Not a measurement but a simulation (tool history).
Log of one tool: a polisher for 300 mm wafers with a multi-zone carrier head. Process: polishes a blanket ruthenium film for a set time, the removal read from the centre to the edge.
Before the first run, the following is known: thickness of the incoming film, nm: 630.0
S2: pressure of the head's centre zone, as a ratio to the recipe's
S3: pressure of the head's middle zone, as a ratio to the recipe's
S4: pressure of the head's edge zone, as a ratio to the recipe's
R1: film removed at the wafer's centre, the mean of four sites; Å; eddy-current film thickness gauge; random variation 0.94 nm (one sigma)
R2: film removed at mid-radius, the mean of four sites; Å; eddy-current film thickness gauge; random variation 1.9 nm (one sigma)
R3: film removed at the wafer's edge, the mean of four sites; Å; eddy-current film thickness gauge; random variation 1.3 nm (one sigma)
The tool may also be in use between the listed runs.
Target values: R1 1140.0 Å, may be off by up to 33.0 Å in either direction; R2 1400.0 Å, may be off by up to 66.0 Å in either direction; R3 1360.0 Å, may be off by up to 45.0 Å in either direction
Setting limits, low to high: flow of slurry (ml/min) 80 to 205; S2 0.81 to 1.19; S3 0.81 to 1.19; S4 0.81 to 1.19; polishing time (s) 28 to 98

{"run": 1, "hour": 0.0, "flow of slurry (ml/min)": 135, "S2": 1.0, "S3": 1.0, "S4": 1.0, "polishing time (s)": 63, "R1": 1114.2, "R2": 1090.6, "R3": 1095.8}
{"run": 2, "hour": 1.2, "flow of slurry (ml/min)": 135, "S2": 1.0, "S3": 1.06, "S4": 1.0, "polishing time (s)": 63, "R1": 1119.6, "R2": 1182.7, "R3": 1101.5}
{"run": 3, "hour": 5.1, "flow of slurry (ml/min)": 145, "S2": 0.97, "S3": 1.07, "S4": 1.05, "polishing time (s)": 64, "R1": 1111.6, "R2": 1210.2, "R3": 1163.8}
{"run": 4, "hour": 7.5, "flow of slurry (ml/min)": 145, "S2": 1.02, "S3": 1.07, "S4": 1.05, "polishing time (s)": 64, "R1": 1166.0, "R2": 1169.0, "R3": 1160.1}
{"run": 5, "hour": 14.1, "flow of slurry (ml/min)": 150, "S2": 0.99, "S3": 1.09, "S4": 1.08, "polishing time (s)": 65, "R1": 1156.7, "R2": 1243.1, "R3": 1210.6}
{"run": 6, "hour": 22.6, "flow of slurry (ml/min)": 150, "S2": 0.99, "S3": 1.09, "S4": 1.08, "polishing time (s)": 80, "R1": 1409.3, "R2": 1554.6, "R3": 1457.6}
{"run": 7, "hour": 25.6, "flow of slurry (ml/min)": 150, "S2": 0.99, "S3": 1.09, "S4": 1.08, "polishing time (s)": 80, "R1": 1437.7, "R2": 1557.1, "R3": 1464.1}
{"run": 8, "hour": 30.4, "flow of slurry (ml/min)": 135, "S2": 0.96, "S3": 1.07, "S4": 1.08, "polishing time (s)": 79, "R1": 1335.7, "R2": 1483.8, "R3": 1453.6}
{"run": 9, "hour": 34.3, "flow of slurry (ml/min)": 135, "S2": 0.96, "S3": 1.07, "S4": 1.08, "polishing time (s)": 79, "R1": 1353.2, "R2": 1442.7, "R3": 1453.0}
{"run": 10, "hour": 36.4, "flow of slurry (ml/min)": 130, "S2": 0.93, "S3": 1.08, "S4": 1.06, "polishing time (s)": 78, "R1": 1262.8, "R2": 1409.6, "R3": 1405.3}
{"run": 11, "hour": 42.0, "flow of slurry (ml/min)": 125, "S2": 0.91, "S3": 1.1, "S4": 1.05, "polishing time (s)": 78, "R1": 1206.8, "R2": 1443.4, "R3": 1390.1}

4 candidate next runs follow, results not yet known. Just one meets every target within its allowed miss. Identify it.
{"run": "A", "hour": 47.6, "flow of slurry (ml/min)": 135, "S2": 0.83, "S3": 1.02, "S4": 1.0, "polishing time (s)": 78, "R1": "?", "R2": "?", "R3": "?"}
{"run": "B", "hour": 47.6, "flow of slurry (ml/min)": 120, "S2": 0.95, "S3": 1.15, "S4": 1.06, "polishing time (s)": 80, "R1": "?", "R2": "?", "R3": "?"}
{"run": "C", "hour": 47.6, "flow of slurry (ml/min)": 125, "S2": 0.81, "S3": 1.09, "S4": 1.13, "polishing time (s)": 77, "R1": "?", "R2": "?", "R3": "?"}
{"run": "D", "hour": 47.6, "flow of slurry (ml/min)": 110, "S2": 0.91, "S3": 0.98, "S4": 1.19, "polishing time (s)": 76, "R1": "?", "R2": "?", "R3": "?"}

move=A R1=1136.1 R2=1400.7 R3=1386.5
move=B R1=1306.5 R2=1532.3 R3=1439.5
move=C R1=1078.9 R2=1430.2 R3=1437.5
move=D R1=1166.8 R2=1280.7 R3=1435.3
A: meets every target
B: the biggest miss grows against the last run
C: pushes the last run's worst result past its target
D: the worst result of the last run now meets its target, but another is out of spec
Move A is the one to make.

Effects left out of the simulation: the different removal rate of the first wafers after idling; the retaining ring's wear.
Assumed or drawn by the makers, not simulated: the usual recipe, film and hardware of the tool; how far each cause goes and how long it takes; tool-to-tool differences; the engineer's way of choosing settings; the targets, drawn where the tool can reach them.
